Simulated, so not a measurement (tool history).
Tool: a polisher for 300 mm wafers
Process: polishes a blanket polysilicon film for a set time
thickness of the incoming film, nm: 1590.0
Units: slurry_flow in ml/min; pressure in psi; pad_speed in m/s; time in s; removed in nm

run 1 hour=0.0 | slurry_flow=160 pressure=3.4 pad_speed=1.18 time=26 | removed=308.28
run 2 hour=7.8 | slurry_flow=145 pressure=3.4 pad_speed=1.18 time=26 | removed=305.84
run 3 hour=9.2 | slurry_flow=150 pressure=3.6 pad_speed=1.18 time=26 | removed=326.04
run 4 hour=15.0 | slurry_flow=155 pressure=3.8 pad_speed=1.18 time=26 | removed=339.64
run 5 hour=18.6 | slurry_flow=155 pressure=3.0 pad_speed=1.18 time=26 | removed=281.16
run 6 hour=19.7 | slurry_flow=155 pressure=3.5 pad_speed=1.18 time=26 | removed=317.40
run 7 hour=26.0 | slurry_flow=160 pressure=3.7 pad_speed=1.18 time=26 | removed=337.29
run 8 hour=27.3 | slurry_flow=170 pressure=3.8 pad_speed=1.18 time=26 | removed=346.19

The next listed run, before its measurement:
run 9 hour=30.0 | slurry_flow=175 pressure=3.9 pad_speed=1.18 time=26 | removed=?

removed: 358.19 nm
